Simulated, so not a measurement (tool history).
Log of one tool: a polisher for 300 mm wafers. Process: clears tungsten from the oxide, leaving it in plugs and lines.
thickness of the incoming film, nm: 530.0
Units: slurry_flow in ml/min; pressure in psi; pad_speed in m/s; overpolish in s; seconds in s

run,hour,slurry_flow,pressure,pad_speed,slurry_solids,overpolish,seconds
1,0,290,4.1,1.42,1,9,89.614
2,3.7,290,4.1,1.56,1,9,81.037
3,4.6,290,4.5,1.56,1,9,71.237
4,6.1,325,4.5,1.56,1,9,75.534
5,10.1,325,5.5,1.56,1,9,60.368
# hour 18.9: slurry nozzle cleaned
6,18.9,325,5,1.48,1,9,64.325
7,25.1,315,4.5,1.4,1,9,75.804
8,31.3,305,4.1,1.3,0.95,9,88.609
9,36.8,300,3.7,1.22,0.95,9,102.05

Forecast run 10:
10,40.8,300,3.4,1.16,0.95,9,?

Run 10 gave seconds 120.77 s.
